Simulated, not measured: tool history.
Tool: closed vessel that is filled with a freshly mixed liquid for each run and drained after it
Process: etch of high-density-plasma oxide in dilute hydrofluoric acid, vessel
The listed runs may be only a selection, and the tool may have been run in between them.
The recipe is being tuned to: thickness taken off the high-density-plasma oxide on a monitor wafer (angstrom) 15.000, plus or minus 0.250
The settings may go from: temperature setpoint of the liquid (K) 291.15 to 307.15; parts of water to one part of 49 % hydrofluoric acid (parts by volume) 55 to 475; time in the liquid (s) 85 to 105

run,hour,temperature setpoint of the liquid (K),parts of water to one part of 49 % hydrofluoric acid (parts by volume),time in the liquid (s),thickness taken off the high-density-plasma oxide on a monitor wafer (angstrom)
1,0.0,299.15,265,105,24.704
2,5.8,297.65,275,105,22.339
3,12.7,297.65,330,105,17.791
4,17.2,296.65,330,105,17.092
5,22.1,296.15,330,105,16.931
6,31.0,299.65,330,105,19.095
7,39.8,298.65,330,105,18.369
8,42.8,297.65,330,105,17.789
9,46.3,296.65,330,105,17.169
10,49.8,296.15,330,105,16.858
11,53.7,295.65,330,105,16.682
12,61.9,295.15,330,105,16.091
# hour 70.8: thermometer replaced
13,70.8,293.15,330,105,16.194
14,78.8,292.65,330,105,15.843

Which single option among these 4 for the next run brings every result within its allowed miss of target? Just one does.
A,86.8,291.65,310,95,?
B,86.8,292.15,310,105,?
C,86.8,292.15,260,85,?
D,86.8,294.15,335,105,?

move,thickness taken off the high-density-plasma oxide on a monitor wafer (angstrom)
A,15.026
B,16.917
C,17.067
D,16.461
A: all results in spec
B: lands further from the targets than the last run did
C: lands further from the targets than the last run did
D: lands further from the targets than the last run did
The move that meets every target is A.
